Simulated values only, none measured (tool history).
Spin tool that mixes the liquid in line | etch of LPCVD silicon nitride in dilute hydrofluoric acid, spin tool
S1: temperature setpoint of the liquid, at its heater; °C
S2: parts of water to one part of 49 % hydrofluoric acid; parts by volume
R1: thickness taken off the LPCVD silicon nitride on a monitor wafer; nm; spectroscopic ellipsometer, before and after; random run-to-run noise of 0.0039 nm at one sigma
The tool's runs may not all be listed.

{"run": 1, "day": 0.0, "S1": 23, "S2": 125, "time under the liquid (s)": 85, "R1": 0.34586}
{"run": 2, "day": 0.183, "S1": 22.5, "S2": 135, "time under the liquid (s)": 80, "R1": 0.2976}
{"run": 3, "day": 0.512, "S1": 22, "S2": 145, "time under the liquid (s)": 80, "R1": 0.24487}
{"run": 4, "day": 0.596, "S1": 22, "S2": 145, "time under the liquid (s)": 85, "R1": 0.25368}
{"run": 5, "day": 0.912, "S1": 21.5, "S2": 150, "time under the liquid (s)": 85, "R1": 0.2453}
{"run": 6, "day": 1.212, "S1": 19, "S2": 150, "time under the liquid (s)": 85, "R1": 0.20323}

Estimate the outcome of run 7 from the log above:
{"run": 7, "day": 1.538, "S1": 19, "S2": 155, "time under the liquid (s)": 85, "R1": "?"}

{"run 7": {"R1": 0.20042}}
